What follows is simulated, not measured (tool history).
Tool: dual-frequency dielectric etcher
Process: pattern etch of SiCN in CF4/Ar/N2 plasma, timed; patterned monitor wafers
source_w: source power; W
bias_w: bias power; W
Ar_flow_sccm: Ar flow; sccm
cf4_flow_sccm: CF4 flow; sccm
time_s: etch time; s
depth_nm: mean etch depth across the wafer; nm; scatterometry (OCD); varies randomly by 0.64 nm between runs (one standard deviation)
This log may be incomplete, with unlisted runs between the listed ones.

| run | hour | source_w | bias_w | Ar_flow_sccm | cf4_flow_sccm | time_s | depth_nm |
|---|---|---|---|---|---|---|---|
| 1 | 0 | 420 | 56 | 95 | 57 | 147 | 110.29 |
| 2 | 1.2 | 440 | 56 | 95 | 57 | 147 | 113.96 |
| 3 | 8.3 | 450 | 56 | 95 | 57 | 147 | 116.34 |
| 4 | 15.3 | 460 | 56 | 95 | 57 | 147 | 117.32 |
| 5 | 19.3 | 460 | 56 | 95 | 63 | 147 | 120.17 |
| 6 | 21.7 | 410 | 56 | 95 | 63 | 147 | 109.21 |
| 7 | 23.6 | 430 | 57 | 95 | 63 | 147 | 114.33 |

Predict the results of run 8:
| 8 | 29.6 | 440 | 57 | 95 | 63 | 147 | ? |

depth_nm: 116.26 nm
